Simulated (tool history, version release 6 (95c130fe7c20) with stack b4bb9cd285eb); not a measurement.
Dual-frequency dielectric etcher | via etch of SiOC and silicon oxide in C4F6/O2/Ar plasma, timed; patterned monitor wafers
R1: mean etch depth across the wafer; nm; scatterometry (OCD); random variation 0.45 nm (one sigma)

run 1 day=0 | source_power_(kW)=0.29 bias_power_(kW)=0.177 etch_time_(s)=118.5 | R1=110.11
run 2 day=0.371 | source_power_(kW)=0.28 bias_power_(kW)=0.175 etch_time_(s)=118.5 | R1=107.93
run 3 day=0.608 | source_power_(kW)=0.28 bias_power_(kW)=0.175 etch_time_(s)=123.5 | R1=112.83
run 4 day=0.688 | source_power_(kW)=0.28 bias_power_(kW)=0.154 etch_time_(s)=123.5 | R1=108.05
run 5 day=0.925 | source_power_(kW)=0.28 bias_power_(kW)=0.154 etch_time_(s)=123.5 | R1=108.76
run 6 day=0.983 | source_power_(kW)=0.27 bias_power_(kW)=0.152 etch_time_(s)=123.5 | R1=105.43

The next listed run, before its measurement:
run 7 day=1.2 | source_power_(kW)=0.27 bias_power_(kW)=0.152 etch_time_(s)=123.5 | R1=?

Run 7 gave R1 107.24 nm.
